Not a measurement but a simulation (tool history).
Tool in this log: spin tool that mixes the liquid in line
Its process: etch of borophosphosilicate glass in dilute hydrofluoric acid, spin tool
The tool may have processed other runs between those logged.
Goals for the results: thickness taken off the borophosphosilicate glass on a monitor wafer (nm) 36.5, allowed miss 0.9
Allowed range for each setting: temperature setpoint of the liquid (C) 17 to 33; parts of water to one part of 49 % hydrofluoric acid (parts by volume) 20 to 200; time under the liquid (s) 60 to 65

run	hour	temperature setpoint of the liquid (C)	parts of water to one part of 49 % hydrofluoric acid (parts by volume)	time under the liquid (s)	thickness taken off the borophosphosilicate glass on a monitor wafer (nm)
1	0	25	110	60	20.598
2	2.2	26	105	60	22.725
3	6.3	26	105	65	24.931
4	10.8	28	105	65	26.624
5	15.8	28	120	65	23.011
6	19.2	28	120	65	23.049
7	22.8	28.5	115	65	24.513
8	24.2	29	110	65	26.177
9	26.5	29.5	105	65	28.43
10	32.3	29.5	105	65	28.398
11	38.8	30	105	65	28.953
12	42.9	30.5	105	65	29.671
13	44.3	31	105	65	30.041
14	47	31.5	105	65	30.532
15	51.8	32.5	100	65	33.048
16	55.2	33	90	65	39.046

Of the 4 settings listed for the next run, only one would bring every result within its allowed miss of target. Which one?
A	58.6	32.5	90	60	?
B	58.6	31.5	90	65	?
C	58.6	32	95	65	?
D	58.6	30	75	65	?

move	thickness taken off the borophosphosilicate glass on a monitor wafer (nm)
A	34.879
B	36.408
C	34.878
D	42.207
A: takes the result that was furthest off past its target
B: all results in spec
C: takes the result that was furthest off past its target
D: misses by more than the last run did
B meets every target.
